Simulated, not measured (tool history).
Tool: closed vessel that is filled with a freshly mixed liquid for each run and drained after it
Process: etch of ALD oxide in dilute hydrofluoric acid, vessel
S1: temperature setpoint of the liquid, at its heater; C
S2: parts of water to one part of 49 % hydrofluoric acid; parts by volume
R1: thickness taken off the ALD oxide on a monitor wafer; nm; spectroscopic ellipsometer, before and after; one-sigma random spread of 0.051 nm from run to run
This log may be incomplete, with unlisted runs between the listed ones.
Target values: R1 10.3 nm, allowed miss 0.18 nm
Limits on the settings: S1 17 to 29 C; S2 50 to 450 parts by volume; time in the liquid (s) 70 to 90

{"run": 1, "day": 0.0, "S1": 21, "S2": 250, "time in the liquid (s)": 90, "R1": 4.232}
{"run": 2, "day": 0.138, "S1": 21, "S2": 195, "time in the liquid (s)": 90, "R1": 5.6363}
{"run": 3, "day": 0.367, "S1": 19.5, "S2": 195, "time in the liquid (s)": 90, "R1": 5.3742}
{"run": 4, "day": 0.504, "S1": 22.5, "S2": 195, "time in the liquid (s)": 90, "R1": 6.0055}
{"run": 5, "day": 0.575, "S1": 23.5, "S2": 185, "time in the liquid (s)": 90, "R1": 6.674}
{"run": 6, "day": 0.762, "S1": 24.5, "S2": 180, "time in the liquid (s)": 90, "R1": 7.1465}
{"run": 7, "day": 1.033, "S1": 25, "S2": 175, "time in the liquid (s)": 90, "R1": 7.5216}
{"run": 8, "day": 1.204, "S1": 29, "S2": 135, "time in the liquid (s)": 90, "R1": 11.895}
{"run": 9, "day": 1.25, "S1": 29, "S2": 135, "time in the liquid (s)": 90, "R1": 11.862}
{"run": 10, "day": 1.421, "S1": 28.5, "S2": 135, "time in the liquid (s)": 90, "R1": 11.608}
{"run": 11, "day": 1.679, "S1": 28, "S2": 135, "time in the liquid (s)": 90, "R1": 11.467}
{"run": 12, "day": 1.779, "S1": 27.5, "S2": 135, "time in the liquid (s)": 90, "R1": 11.242}
{"run": 13, "day": 2.112, "S1": 27, "S2": 135, "time in the liquid (s)": 90, "R1": 11}
{"run": 14, "day": 2.475, "S1": 26, "S2": 135, "time in the liquid (s)": 90, "R1": 10.553}

5 next moves are on the table. One of them brings every result within its allowed miss. Which?
{"run": "A", "day": 2.838, "S1": 24, "S2": 125, "time in the liquid (s)": 90, "R1": "?"}
{"run": "B", "day": 2.838, "S1": 28.5, "S2": 135, "time in the liquid (s)": 80, "R1": "?"}
{"run": "C", "day": 2.838, "S1": 26.5, "S2": 135, "time in the liquid (s)": 90, "R1": "?"}
{"run": "D", "day": 2.838, "S1": 26, "S2": 120, "time in the liquid (s)": 80, "R1": "?"}
{"run": "E", "day": 2.838, "S1": 27.5, "S2": 120, "time in the liquid (s)": 75, "R1": "?"}

move=A R1=10.699
move=B R1=10.316
move=C R1=10.77
move=D R1=10.767
move=E R1=10.686
A: lands further from the targets than the last run did
B: all results land within tolerance of their targets
C: lands further from the targets than the last run did
D: lands further from the targets than the last run did
E: lands further from the targets than the last run did
Go with B: it meets all targets.
